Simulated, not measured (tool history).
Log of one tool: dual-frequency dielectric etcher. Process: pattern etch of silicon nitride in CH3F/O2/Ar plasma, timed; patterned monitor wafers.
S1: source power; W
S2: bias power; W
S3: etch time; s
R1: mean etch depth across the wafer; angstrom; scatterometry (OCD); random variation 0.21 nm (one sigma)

Run 1, day 0.000: S1 530 W, S2 89 W, S3 39 s. Result: R1 333.79 angstrom.
Run 2, day 0.054: S1 570 W, S2 91 W, S3 39 s. Result: R1 342.69 angstrom.
Run 3, day 0.429: S1 570 W, S2 91 W, S3 39 s. Result: R1 340.98 angstrom.
Run 4, day 0.788: S1 570 W, S2 91 W, S3 36 s. Result: R1 318.06 angstrom.
Run 5, day 1.167: S1 570 W, S2 91 W, S3 39 s. Result: R1 344.34 angstrom.
Run 6, day 1.329: S1 600 W, S2 92 W, S3 39 s. Result: R1 354.65 angstrom.

The next listed run, before its measurement:
Run 7, day 1.388: S1 620 W, S2 93 W, S3 39 s. Result: R1 ?.

R1: 353.74 angstrom
